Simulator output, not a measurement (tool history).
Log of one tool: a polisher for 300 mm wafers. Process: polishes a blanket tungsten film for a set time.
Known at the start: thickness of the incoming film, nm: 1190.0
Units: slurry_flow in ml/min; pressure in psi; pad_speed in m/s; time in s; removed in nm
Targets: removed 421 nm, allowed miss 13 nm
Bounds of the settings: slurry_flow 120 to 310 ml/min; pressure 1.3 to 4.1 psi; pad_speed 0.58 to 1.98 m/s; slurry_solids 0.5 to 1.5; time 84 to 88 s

run	hour	slurry_flow	pressure	pad_speed	slurry_solids	time	removed
1	0	200	2.7	1.28	1	84	339.4
2	1.6	200	2.8	1.28	1	84	352.06
3	6	200	2.8	1.28	1.1	84	359.04
4	11.2	210	3	1.28	1.1	84	379.19
5	14.5	210	2.7	1.28	1.1	84	343.36
6	15	210	2.2	1.28	1.1	84	288.62
7	23.4	210	2.2	1.28	1.1	84	289.97
8	29.1	210	2.3	1.28	1.1	84	296.05

Which of these 4 next moves meets every target?
A	34.8	230	3	1.42	1.1	88	?
B	34.8	240	1.7	1.16	1.1	84	?
C	34.8	220	2.8	1.6	0.95	88	?
D	34.8	220	2.9	1.36	1.2	86	?

move	removed
A	449.21
B	205.86
C	452.89
D	413.54
A: takes the result that was furthest off past its target
B: further off than the last run
C: takes the result that was furthest off past its target
D: meets every target
The right move is D.
